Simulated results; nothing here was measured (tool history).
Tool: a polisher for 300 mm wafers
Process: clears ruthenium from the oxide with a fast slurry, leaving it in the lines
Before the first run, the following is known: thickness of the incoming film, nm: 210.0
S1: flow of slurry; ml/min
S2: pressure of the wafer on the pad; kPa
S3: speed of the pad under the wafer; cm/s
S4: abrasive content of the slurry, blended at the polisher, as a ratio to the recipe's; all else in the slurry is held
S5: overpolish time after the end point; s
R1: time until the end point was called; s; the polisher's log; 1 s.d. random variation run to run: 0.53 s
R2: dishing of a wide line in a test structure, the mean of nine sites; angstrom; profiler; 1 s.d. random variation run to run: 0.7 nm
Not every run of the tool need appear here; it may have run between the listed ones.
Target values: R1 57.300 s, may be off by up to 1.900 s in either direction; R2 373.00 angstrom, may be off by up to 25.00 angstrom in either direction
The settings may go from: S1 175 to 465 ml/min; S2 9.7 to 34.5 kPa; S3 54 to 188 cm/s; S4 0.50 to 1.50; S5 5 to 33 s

run 1 day=0.000 | S1=295 S2=22.1 S3=120 S4=1.00 S5=17 | R1=43.453 R2=659.86
run 2 day=0.362 | S1=295 S2=20.0 S3=120 S4=1.00 S5=14 | R1=48.912 R2=521.05
run 3 day=0.604 | S1=365 S2=20.0 S3=120 S4=1.00 S5=14 | R1=47.492 R2=518.47
run 4 day=0.921 | S1=365 S2=20.0 S3=120 S4=1.00 S5=11 | R1=47.271 R2=455.23
run 5 day=1.267 | S1=365 S2=25.5 S3=120 S4=1.00 S5=11 | R1=37.725 R2=521.01
run 6 day=1.300 | S1=305 S2=25.5 S3=120 S4=1.00 S5=11 | R1=38.495 R2=524.12
run 7 day=1.562 | S1=305 S2=22.8 S3=120 S4=1.00 S5=10 | R1=42.621 R2=430.26
run 8 day=1.875 | S1=305 S2=20.7 S3=120 S4=1.00 S5=10 | R1=45.641 R2=415.05
run 9 day=2.221 | S1=305 S2=18.6 S3=120 S4=1.00 S5=10 | R1=52.534 R2=357.69
run 10 day=2.392 | S1=295 S2=17.9 S3=120 S4=1.00 S5=11 | R1=53.138 R2=391.32

Of the 5 settings listed for the next run, only one would bring every result within its allowed miss of target. Which one?
run A day=2.562 | S1=330 S2=21.4 S3=104 S4=0.95 S5=10 | R1=? R2=?
run B day=2.562 | S1=330 S2=18.6 S3=110 S4=1.05 S5=12 | R1=? R2=?
run C day=2.562 | S1=265 S2=14.5 S3=126 S4=1.20 S5=11 | R1=? R2=?
run D day=2.562 | S1=215 S2=18.6 S3=156 S4=0.65 S5=9 | R1=? R2=?
run E day=2.562 | S1=200 S2=20.0 S3=96 S4=1.05 S5=13 | R1=? R2=?

move=A R1=52.776 R2=373.03
move=B R1=53.731 R2=429.39
move=C R1=56.730 R2=380.55
move=D R1=57.379 R2=315.98
move=E R1=59.683 R2=420.40
A: the biggest miss grows against the last run
B: roughly where the last run was
C: all results land within tolerance of their targets
D: brings the last run's worst result on target, with another outside its allowed miss
E: moves the result that the last run missed by most past its target, out the other side
Answer: C
